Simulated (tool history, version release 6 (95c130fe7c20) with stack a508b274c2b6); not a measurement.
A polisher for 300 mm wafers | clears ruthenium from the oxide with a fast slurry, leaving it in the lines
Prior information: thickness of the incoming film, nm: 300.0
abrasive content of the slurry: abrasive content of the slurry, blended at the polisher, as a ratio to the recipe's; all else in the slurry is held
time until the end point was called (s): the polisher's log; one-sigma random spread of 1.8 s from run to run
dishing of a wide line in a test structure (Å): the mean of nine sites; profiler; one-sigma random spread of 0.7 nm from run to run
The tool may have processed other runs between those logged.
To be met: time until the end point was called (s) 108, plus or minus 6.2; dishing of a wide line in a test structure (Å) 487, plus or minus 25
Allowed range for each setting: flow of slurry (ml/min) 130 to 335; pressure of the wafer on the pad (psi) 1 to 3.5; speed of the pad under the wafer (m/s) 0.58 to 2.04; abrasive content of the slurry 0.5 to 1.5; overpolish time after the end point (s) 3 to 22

| run | hour | flow of slurry (ml/min) | pressure of the wafer on the pad (psi) | speed of the pad under the wafer (m/s) | abrasive content of the slurry | overpolish time after the end point (s) | time until the end point was called (s) | dishing of a wide line in a test structure (Å) |
|---|---|---|---|---|---|---|---|---|
| 1 | 0 | 215 | 2.2 | 1.3 | 1 | 11 | 74.03 | 431.03 |
| 2 | 3.9 | 215 | 2.2 | 1.3 | 0.95 | 11 | 78.325 | 411.55 |
| 3 | 11 | 215 | 2.2 | 1.3 | 1.15 | 11 | 66.748 | 443.49 |
| 4 | 19.9 | 215 | 2.5 | 1.3 | 1.15 | 11 | 62.886 | 499.24 |
| 5 | 24.4 | 215 | 2.5 | 1.3 | 0.95 | 11 | 67.295 | 452.26 |
| 6 | 31.6 | 215 | 2.2 | 1.3 | 0.95 | 12 | 77.495 | 450.29 |
| 7 | 36.3 | 215 | 2 | 1.3 | 0.95 | 13 | 84.708 | 435.12 |
| 8 | 44.7 | 215 | 1.9 | 1.3 | 0.95 | 14 | 88.26 | 442.44 |
| 9 | 50.2 | 215 | 1.8 | 1.3 | 0.95 | 15 | 94.814 | 452.09 |
| 10 | 55.8 | 210 | 1.5 | 1.3 | 0.95 | 18 | 112.84 | 444.95 |
| 11 | 61.5 | 215 | 1.5 | 1.3 | 0.95 | 18 | 111.85 | 449.25 |

Which one of the following 4 next-run settings gets every result inside its allowed miss? There is exactly one.
| A | 67.2 | 250 | 1.3 | 1.6 | 0.9 | 19 | ? | ? |
| B | 67.2 | 250 | 1.6 | 1.34 | 0.9 | 16 | ? | ? |
| C | 67.2 | 225 | 1.7 | 1 | 1.05 | 19 | ? | ? |
| D | 67.2 | 245 | 1.2 | 1.56 | 0.95 | 17 | ? | ? |

| move | time until the end point was called (s) | dishing of a wide line in a test structure (Å) |
|---|---|---|
| A | 105.18 | 492.04 |
| B | 102.52 | 432.06 |
| C | 118.4 | 442.97 |
| D | 112.64 | 419.22 |
A: every result lands within tolerance
B: moves away from the targets compared with the last run
C: moves away from the targets compared with the last run
D: moves away from the targets compared with the last run
Go with A: it meets all targets.

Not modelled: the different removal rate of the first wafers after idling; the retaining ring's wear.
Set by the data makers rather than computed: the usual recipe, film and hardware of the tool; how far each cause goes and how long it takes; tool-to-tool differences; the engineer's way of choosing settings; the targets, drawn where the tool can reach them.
